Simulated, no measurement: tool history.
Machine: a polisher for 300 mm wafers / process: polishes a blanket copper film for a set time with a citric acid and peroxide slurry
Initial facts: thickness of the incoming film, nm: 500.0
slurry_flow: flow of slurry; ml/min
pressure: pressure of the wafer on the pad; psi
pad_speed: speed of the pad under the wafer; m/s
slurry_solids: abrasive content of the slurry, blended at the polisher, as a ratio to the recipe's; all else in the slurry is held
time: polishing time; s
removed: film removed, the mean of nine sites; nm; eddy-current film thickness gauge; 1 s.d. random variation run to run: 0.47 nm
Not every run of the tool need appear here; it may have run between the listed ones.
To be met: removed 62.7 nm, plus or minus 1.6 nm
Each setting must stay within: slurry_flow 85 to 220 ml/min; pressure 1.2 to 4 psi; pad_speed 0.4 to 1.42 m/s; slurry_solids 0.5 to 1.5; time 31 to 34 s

run,hour,slurry_flow,pressure,pad_speed,slurry_solids,time,removed
1,0,140,2.6,0.9,1,34,55.36
2,8.5,110,2.6,0.9,1,34,53.543
3,12.2,110,2.6,0.9,1.1,34,54.908
4,12.9,125,2.7,0.9,1.1,34,57.304
5,15.6,125,2.7,1.02,1.1,34,64.819
6,16.5,125,2.2,1.02,1.1,34,55.425
7,22,135,2.3,1.02,1.1,34,57.704
8,30.8,145,2.4,1.02,1.1,34,60.232
9,32.9,150,2.4,1.02,1.1,34,60.689
10,33.6,155,2.4,1.02,1.1,34,61.076

5 next moves are on the table. One of them brings every result within its allowed miss. Which?
A,34.3,160,2.4,1,1.15,33,?
B,34.3,160,2.2,1.22,1.05,34,?
C,34.3,200,2.2,1.14,0.9,34,?
D,34.3,170,2.4,1.08,1.1,31,?
E,34.3,145,2.1,1.16,1.4,34,?

move,removed
A,58.888
B,67.484
C,62.691
D,59.478
E,65.604
A: lands further from the targets than the last run did
B: pushes the last run's worst result past its target
C: in spec on every target
D: lands further from the targets than the last run did
E: pushes the last run's worst result past its target
Answer: C

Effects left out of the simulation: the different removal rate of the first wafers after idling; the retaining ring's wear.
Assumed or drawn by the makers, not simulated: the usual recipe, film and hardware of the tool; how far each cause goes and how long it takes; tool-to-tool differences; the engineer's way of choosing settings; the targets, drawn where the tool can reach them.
